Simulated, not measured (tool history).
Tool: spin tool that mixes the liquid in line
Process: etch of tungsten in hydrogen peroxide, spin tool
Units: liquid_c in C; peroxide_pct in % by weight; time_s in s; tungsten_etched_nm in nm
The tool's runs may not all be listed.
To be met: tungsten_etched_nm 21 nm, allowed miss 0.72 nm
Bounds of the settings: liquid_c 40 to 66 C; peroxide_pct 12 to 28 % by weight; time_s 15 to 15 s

{"run": 1, "hour": 0.0, "liquid_c": 56, "peroxide_pct": 19, "time_s": 15, "tungsten_etched_nm": 41.325}
{"run": 2, "hour": 0.9, "liquid_c": 61.5, "peroxide_pct": 19, "time_s": 15, "tungsten_etched_nm": 57.561}
{"run": 3, "hour": 8.9, "liquid_c": 56, "peroxide_pct": 19, "time_s": 15, "tungsten_etched_nm": 42.292}
{"run": 4, "hour": 13.5, "liquid_c": 56, "peroxide_pct": 15.5, "time_s": 15, "tungsten_etched_nm": 37.714}
{"run": 5, "hour": 17.4, "liquid_c": 56, "peroxide_pct": 17, "time_s": 15, "tungsten_etched_nm": 39.231}
{"run": 6, "hour": 18.6, "liquid_c": 62.5, "peroxide_pct": 17, "time_s": 15, "tungsten_etched_nm": 57.67}
{"run": 7, "hour": 21.0, "liquid_c": 57, "peroxide_pct": 17, "time_s": 15, "tungsten_etched_nm": 42.672}
{"run": 8, "hour": 30.0, "liquid_c": 49, "peroxide_pct": 16.5, "time_s": 15, "tungsten_etched_nm": 25.508}
{"run": 9, "hour": 33.2, "liquid_c": 48, "peroxide_pct": 16.5, "time_s": 15, "tungsten_etched_nm": 23.746}
{"run": 10, "hour": 40.0, "liquid_c": 47.5, "peroxide_pct": 16.5, "time_s": 15, "tungsten_etched_nm": 23.09}
{"run": 11, "hour": 40.8, "liquid_c": 47, "peroxide_pct": 16.5, "time_s": 15, "tungsten_etched_nm": 22.42}
{"run": 12, "hour": 44.3, "liquid_c": 46.5, "peroxide_pct": 16.5, "time_s": 15, "tungsten_etched_nm": 21.745}

Which of these 5 next moves meets every target?
{"run": "A", "hour": 47.8, "liquid_c": 43, "peroxide_pct": 19, "time_s": 15, "tungsten_etched_nm": "?"}
{"run": "B", "hour": 47.8, "liquid_c": 46, "peroxide_pct": 18.5, "time_s": 15, "tungsten_etched_nm": "?"}
{"run": "C", "hour": 47.8, "liquid_c": 45, "peroxide_pct": 18, "time_s": 15, "tungsten_etched_nm": "?"}
{"run": "D", "hour": 47.8, "liquid_c": 47, "peroxide_pct": 17, "time_s": 15, "tungsten_etched_nm": "?"}
{"run": "E", "hour": 47.8, "liquid_c": 47, "peroxide_pct": 16.5, "time_s": 15, "tungsten_etched_nm": "?"}

move=A tungsten_etched_nm=18.885
move=B tungsten_etched_nm=22.529
move=C tungsten_etched_nm=20.869
move=D tungsten_etched_nm=22.988
move=E tungsten_etched_nm=22.648
A: takes the result that was furthest off past its target
B: further off than the last run
C: meets every target
D: further off than the last run
E: further off than the last run
Answer: C
